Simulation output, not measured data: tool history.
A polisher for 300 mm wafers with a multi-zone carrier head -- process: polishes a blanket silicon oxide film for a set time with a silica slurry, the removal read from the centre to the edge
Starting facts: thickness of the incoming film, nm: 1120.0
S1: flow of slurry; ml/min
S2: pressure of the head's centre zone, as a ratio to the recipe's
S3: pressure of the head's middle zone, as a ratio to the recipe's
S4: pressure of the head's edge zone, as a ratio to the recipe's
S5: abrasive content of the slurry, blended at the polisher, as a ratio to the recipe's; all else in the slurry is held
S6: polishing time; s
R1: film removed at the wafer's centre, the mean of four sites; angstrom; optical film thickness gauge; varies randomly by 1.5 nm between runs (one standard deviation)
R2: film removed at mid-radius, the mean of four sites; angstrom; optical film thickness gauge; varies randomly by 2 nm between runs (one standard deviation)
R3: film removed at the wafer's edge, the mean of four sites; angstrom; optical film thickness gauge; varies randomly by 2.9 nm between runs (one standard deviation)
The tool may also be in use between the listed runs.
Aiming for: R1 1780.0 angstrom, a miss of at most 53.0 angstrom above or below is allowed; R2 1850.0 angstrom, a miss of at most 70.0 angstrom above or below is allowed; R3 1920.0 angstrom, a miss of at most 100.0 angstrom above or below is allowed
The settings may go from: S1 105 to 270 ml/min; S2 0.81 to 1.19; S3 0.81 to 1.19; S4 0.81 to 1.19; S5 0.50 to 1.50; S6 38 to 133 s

run	day	S1	S2	S3	S4	S5	S6	R1	R2	R3
1	0.000	175	1.00	1.00	1.00	1.00	85	3645.6	3584.4	3569.8
2	0.288	170	0.97	0.98	0.98	0.90	80	3189.9	3220.2	3195.3
3	0.508	170	0.97	0.98	0.98	0.80	80	3097.7	3075.9	3103.2
4	0.642	170	0.97	0.98	1.04	0.80	80	3137.5	3108.8	3283.3
5	0.842	165	0.95	0.96	1.01	0.75	76	2811.1	2820.4	2947.5
6	1.000	165	0.89	0.96	1.01	0.75	76	2598.3	2762.9	2948.9
7	1.021	160	0.88	0.94	0.98	0.70	73	2410.8	2550.8	2787.4
8	1.083	160	0.88	0.94	0.96	0.65	69	2254.3	2358.5	2421.1
9	1.371	155	0.87	0.92	0.94	0.60	68	2074.6	2202.6	2311.8
10	1.742	150	0.87	0.91	0.92	0.60	68	2064.7	2192.1	2332.7
11	1.958	155	0.87	0.90	0.91	0.60	66	2022.6	2084.3	2251.6
12	2.092	155	0.87	0.90	0.90	0.60	65	2026.5	2087.2	2202.2
13	2.242	155	0.87	0.90	0.89	0.60	64	1988.8	2067.4	2132.9
14	2.558	155	0.87	0.90	0.89	0.60	64	1982.8	2036.4	2084.9
15	2.679	150	0.86	0.89	0.88	0.60	64	1934.8	2016.0	2134.9
16	2.800	150	0.86	0.89	0.87	0.60	64	1915.2	2033.0	2113.7

4 candidate next runs follow, results not yet known. Just one meets every target within its allowed miss. Identify it.
A	2.921	235	0.93	0.85	0.86	0.50	62	?	?	?
B	2.921	155	0.82	1.02	0.81	0.60	59	?	?	?
C	2.921	170	0.86	0.89	0.86	0.65	56	?	?	?
D	2.921	205	1.00	1.18	0.81	0.80	48	?	?	?

move	R1	R2	R3
A	2071.9	1900.6	2015.6
B	1703.5	2081.0	1874.2
C	1774.7	1840.4	1902.2
D	1965.4	2209.1	1731.0
A: brings the result that was furthest off to its target, and leaves another outside
B: moves away from the targets compared with the last run
C: hits every target within its allowed miss
D: moves away from the targets compared with the last run
Answer: C
